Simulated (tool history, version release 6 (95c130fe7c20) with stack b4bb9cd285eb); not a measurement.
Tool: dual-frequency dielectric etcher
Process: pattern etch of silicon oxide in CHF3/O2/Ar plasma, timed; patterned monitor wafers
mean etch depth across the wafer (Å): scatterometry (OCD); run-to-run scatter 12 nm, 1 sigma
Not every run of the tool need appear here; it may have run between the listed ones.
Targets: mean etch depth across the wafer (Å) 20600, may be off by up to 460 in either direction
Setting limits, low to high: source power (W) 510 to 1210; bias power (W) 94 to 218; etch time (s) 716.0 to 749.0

run,hour,source power (W),bias power (W),etch time (s),mean etch depth across the wafer (Å)
1,0.0,860,156,716.0,16900
2,3.6,860,135,716.0,16079
3,6.9,900,142,718.5,16803
4,10.3,950,142,718.5,17472
5,12.2,990,143,718.5,17827
6,18.7,990,169,718.5,18821
7,23.2,990,169,718.5,18668
8,24.0,1010,170,718.5,19069
9,29.5,1010,170,718.5,18864
10,36.4,1030,171,718.5,19267
11,37.7,1050,172,718.5,19780

Which single option among these 5 for the next run brings every result within its allowed miss of target? Just one does.
A,39.0,980,173,716.0,?
B,39.0,960,158,734.5,?
C,39.0,1160,195,720.5,?
D,39.0,960,178,740.0,?
E,39.0,1110,156,749.0,?

move,mean etch depth across the wafer (Å)
A,18933
B,18662
C,21721
D,19507
E,20590
A: the biggest miss grows against the last run
B: the biggest miss grows against the last run
C: takes the biggest miss from the last run beyond its target
D: the biggest miss grows against the last run
E: all results land within tolerance of their targets
The move that meets every target is E.
